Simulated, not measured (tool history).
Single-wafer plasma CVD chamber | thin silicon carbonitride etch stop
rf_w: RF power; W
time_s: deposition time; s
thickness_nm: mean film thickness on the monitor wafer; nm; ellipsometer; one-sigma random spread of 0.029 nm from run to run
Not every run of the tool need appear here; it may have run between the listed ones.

run,hour,rf_w,time_s,thickness_nm
1,0.0,165,24.0,12.266
2,1.6,170,24.1,12.442
3,7.1,155,24.1,11.954
4,12.0,140,24.1,11.442
5,12.5,150,24.2,11.836
6,18.1,150,21.2,10.406
7,25.2,165,21.7,11.087
8,25.7,175,22.0,11.539
9,28.4,185,22.2,11.846
10,31.0,190,22.5,12.173
11,31.9,195,22.7,12.385
12,34.2,200,22.8,12.542
13,36.7,205,22.9,12.740
14,39.1,205,23.0,12.799
15,43.5,205,23.1,12.846

For run 16, what comes out?
16,50.0,205,23.1,?

{"run 16": {"thickness_nm": 12.85}}

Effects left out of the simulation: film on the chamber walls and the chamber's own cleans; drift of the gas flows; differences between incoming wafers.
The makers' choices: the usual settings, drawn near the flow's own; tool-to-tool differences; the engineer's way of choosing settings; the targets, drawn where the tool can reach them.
